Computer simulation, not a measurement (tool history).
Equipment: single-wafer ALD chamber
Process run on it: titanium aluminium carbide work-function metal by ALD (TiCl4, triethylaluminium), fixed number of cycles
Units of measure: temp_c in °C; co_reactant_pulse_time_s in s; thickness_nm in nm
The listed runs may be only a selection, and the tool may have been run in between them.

| run | hour | temp_c | co_reactant_pulse_time_s | thickness_nm |
|---|---|---|---|---|
| 1 | 0 | 300 | 13.54 | 2.064 |
| 2 | 8.1 | 300 | 14.96 | 2.0669 |
| 3 | 10.8 | 296 | 13.66 | 2.0289 |
| 4 | 19.7 | 292 | 12.35 | 1.9714 |
| 5 | 24.4 | 301 | 12.35 | 2.0528 |
| 6 | 25.8 | 297 | 11.83 | 2.0102 |

Expected results for the next run?
| 7 | 28.2 | 294 | 11.5 | ? |

{"run 7": {"thickness_nm": 1.9818}}
